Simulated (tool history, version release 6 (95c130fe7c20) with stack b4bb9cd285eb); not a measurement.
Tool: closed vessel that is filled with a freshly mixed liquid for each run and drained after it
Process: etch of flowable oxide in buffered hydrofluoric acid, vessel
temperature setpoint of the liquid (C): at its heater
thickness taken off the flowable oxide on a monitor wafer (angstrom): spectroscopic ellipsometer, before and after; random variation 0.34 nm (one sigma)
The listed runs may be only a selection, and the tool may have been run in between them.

run	hour	temperature setpoint of the liquid (C)	parts of 40 % ammonium fluoride to one part of 49 % hydrofluoric acid (parts by volume)	time in the liquid (s)	thickness taken off the flowable oxide on a monitor wafer (angstrom)
1	0	21	12.5	105	1561.1
2	0.7	20.5	13	105	1458.4
3	3.3	20.5	15.5	105	1229.8
4	10.5	20	15.5	105	1193.5
5	18.7	20	15.5	105	1198.7
6	19.5	20	12	105	1529.3

Estimate the outcome of run 7 from the log above:
7	26.6	19.5	12.5	105	?

thickness taken off the flowable oxide on a monitor wafer (angstrom): 1434.3
